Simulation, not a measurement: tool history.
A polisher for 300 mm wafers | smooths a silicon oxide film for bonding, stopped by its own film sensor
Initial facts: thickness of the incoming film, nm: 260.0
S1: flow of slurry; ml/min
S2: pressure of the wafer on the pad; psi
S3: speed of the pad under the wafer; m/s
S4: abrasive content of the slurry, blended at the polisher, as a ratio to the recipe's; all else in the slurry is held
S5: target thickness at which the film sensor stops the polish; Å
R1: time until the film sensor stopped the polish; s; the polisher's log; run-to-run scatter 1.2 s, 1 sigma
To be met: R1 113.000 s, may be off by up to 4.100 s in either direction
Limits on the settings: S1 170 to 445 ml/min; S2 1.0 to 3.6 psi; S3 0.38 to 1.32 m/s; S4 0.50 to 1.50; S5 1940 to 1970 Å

Run 1, hour 0.0: S1 285 ml/min, S2 2.3 psi, S3 0.84 m/s, S4 1.00, S5 1970 Å. Result: R1 85.910 s.
Run 2, hour 3.8: S1 285 ml/min, S2 2.3 psi, S3 0.84 m/s, S4 0.90, S5 1970 Å. Result: R1 90.446 s.
Run 3, hour 12.6: S1 285 ml/min, S2 2.2 psi, S3 0.84 m/s, S4 0.90, S5 1970 Å. Result: R1 92.293 s.
Run 4, hour 16.5: S1 340 ml/min, S2 2.2 psi, S3 0.84 m/s, S4 0.90, S5 1970 Å. Result: R1 92.405 s.
Run 5, hour 21.7: S1 340 ml/min, S2 2.2 psi, S3 0.84 m/s, S4 1.00, S5 1970 Å. Result: R1 85.644 s.
Run 6, hour 25.7: S1 335 ml/min, S2 2.1 psi, S3 0.84 m/s, S4 1.00, S5 1970 Å. Result: R1 93.319 s.
Run 7, hour 26.5: S1 335 ml/min, S2 2.0 psi, S3 0.84 m/s, S4 1.00, S5 1970 Å. Result: R1 94.930 s.
Run 8, hour 31.3: S1 335 ml/min, S2 1.9 psi, S3 0.84 m/s, S4 1.00, S5 1970 Å. Result: R1 99.407 s.
Run 9, hour 31.9: S1 335 ml/min, S2 1.8 psi, S3 0.84 m/s, S4 1.00, S5 1970 Å. Result: R1 106.750 s.

Of the 4 settings listed for the next run, only one would bring every result within its allowed miss of target. Which one?
Run A, hour 32.5: S1 360 ml/min, S2 2.1 psi, S3 0.66 m/s, S4 1.40, S5 1940 Å. Result: R1 ?.
Run B, hour 32.5: S1 270 ml/min, S2 2.0 psi, S3 0.62 m/s, S4 1.05, S5 1970 Å. Result: R1 ?.
Run C, hour 32.5: S1 330 ml/min, S2 1.8 psi, S3 0.76 m/s, S4 0.95, S5 1940 Å. Result: R1 ?.
Run D, hour 32.5: S1 340 ml/min, S2 1.8 psi, S3 0.78 m/s, S4 1.00, S5 1970 Å. Result: R1 ?.

move       R1
   A  101.110
   B  123.000
   C  124.420
   D  113.280
A: further off than the last run
B: moves the result that the last run missed by most past its target, out the other side
C: moves the result that the last run missed by most past its target, out the other side
D: in spec on every target
Correct choice: D, which meets every target

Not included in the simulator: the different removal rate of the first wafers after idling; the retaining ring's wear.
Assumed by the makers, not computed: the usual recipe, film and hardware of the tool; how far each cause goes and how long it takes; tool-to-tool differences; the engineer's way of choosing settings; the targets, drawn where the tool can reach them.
